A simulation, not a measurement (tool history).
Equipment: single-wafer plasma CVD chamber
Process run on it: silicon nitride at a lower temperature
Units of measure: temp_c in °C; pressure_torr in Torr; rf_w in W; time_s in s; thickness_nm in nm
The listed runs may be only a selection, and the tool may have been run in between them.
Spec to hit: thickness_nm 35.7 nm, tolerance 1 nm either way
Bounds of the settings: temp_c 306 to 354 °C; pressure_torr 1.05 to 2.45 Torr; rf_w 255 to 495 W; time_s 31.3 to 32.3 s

run    day  temp_c  pressure_torr  rf_w  time_s  thickness_nm
  1      0     330           1.75   375    31.3        41.552
  2  0.229     330           1.75   375    31.3        41.652
  3   0.45     330           1.75   330    31.3        37.897
  4    0.5     330           1.72   325    31.3        37.146
  5  0.621     330           1.72   325    31.3        37.253
  6  0.779     330           1.72   345    31.3        38.946
  7  1.092     330           1.67   340    31.3        38.206
  8  1.379     330           1.63   335    31.3        37.446
  9  1.608     330           1.44   320    31.3        34.529

Below are 4 possible settings for the next run. Only one of them brings all results inside the allowed miss of their targets. Which is it?
  A  1.838     332           1.39   320    31.3             ?
  B  1.838     314           1.44   315    32.3             ?
  C  1.838     331            1.2   330    31.3             ?
  D  1.838     328           1.25   380    31.5             ?

move  thickness_nm
   A        34.108
   B        35.422
   C        33.001
   D        37.593
A: further off than the last run
B: meets every target
C: further off than the last run
D: pushes the last run's worst result past its target
The right move is B.

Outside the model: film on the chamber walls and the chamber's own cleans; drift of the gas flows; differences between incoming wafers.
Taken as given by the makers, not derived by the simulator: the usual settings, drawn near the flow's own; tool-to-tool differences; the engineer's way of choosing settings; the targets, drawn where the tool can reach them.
